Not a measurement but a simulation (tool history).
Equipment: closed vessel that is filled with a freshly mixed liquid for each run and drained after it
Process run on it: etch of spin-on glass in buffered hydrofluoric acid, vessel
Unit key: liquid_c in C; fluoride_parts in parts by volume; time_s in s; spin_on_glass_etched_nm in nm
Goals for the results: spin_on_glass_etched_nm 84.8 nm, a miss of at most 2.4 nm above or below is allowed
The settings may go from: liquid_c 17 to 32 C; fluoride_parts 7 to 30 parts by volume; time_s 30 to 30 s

Run 1, day 0: liquid_c 24 C, fluoride_parts 20 parts by volume, time_s 30 s. Result: spin_on_glass_etched_nm 44.601 nm.
Run 2, day 0.308: liquid_c 26 C, fluoride_parts 18.5 parts by volume, time_s 30 s. Result: spin_on_glass_etched_nm 53.706 nm.
Run 3, day 0.675: liquid_c 27.5 C, fluoride_parts 18 parts by volume, time_s 30 s. Result: spin_on_glass_etched_nm 60.14 nm.
Run 4, day 0.838: liquid_c 27.5 C, fluoride_parts 18 parts by volume, time_s 30 s. Result: spin_on_glass_etched_nm 60.285 nm.
Run 5, day 1.129: liquid_c 27.5 C, fluoride_parts 20.5 parts by volume, time_s 30 s. Result: spin_on_glass_etched_nm 52.952 nm.
Run 6, day 1.242: liquid_c 27.5 C, fluoride_parts 24 parts by volume, time_s 30 s. Result: spin_on_glass_etched_nm 47.883 nm.
Run 7, day 1.512: liquid_c 28.5 C, fluoride_parts 22 parts by volume, time_s 30 s. Result: spin_on_glass_etched_nm 53.213 nm.
Run 8, day 1.588: liquid_c 29.5 C, fluoride_parts 20.5 parts by volume, time_s 30 s. Result: spin_on_glass_etched_nm 59.589 nm.
Run 9, day 1.633: liquid_c 30 C, fluoride_parts 19 parts by volume, time_s 30 s. Result: spin_on_glass_etched_nm 64.778 nm.
Run 10, day 1.838: liquid_c 30.5 C, fluoride_parts 18 parts by volume, time_s 30 s. Result: spin_on_glass_etched_nm 70.007 nm.
Run 11, day 2.158: liquid_c 32 C, fluoride_parts 15 parts by volume, time_s 30 s. Result: spin_on_glass_etched_nm 90.391 nm.

Of the 4 settings listed for the next run, only one would bring every result within its allowed miss of target. Which one?
Run A, day 2.479: liquid_c 30 C, fluoride_parts 12 parts by volume, time_s 30 s. Result: spin_on_glass_etched_nm ?.
Run B, day 2.479: liquid_c 32 C, fluoride_parts 14 parts by volume, time_s 30 s. Result: spin_on_glass_etched_nm ?.
Run C, day 2.479: liquid_c 32 C, fluoride_parts 14.5 parts by volume, time_s 30 s. Result: spin_on_glass_etched_nm ?.
Run D, day 2.479: liquid_c 26 C, fluoride_parts 11.5 parts by volume, time_s 30 s. Result: spin_on_glass_etched_nm ?.

move  spin_on_glass_etched_nm
   A                   102.16
   B                   97.544
   C                   94.252
   D                    86.09
A: moves away from the targets compared with the last run
B: moves away from the targets compared with the last run
C: moves away from the targets compared with the last run
D: hits every target within its allowed miss
The move that meets every target is D.
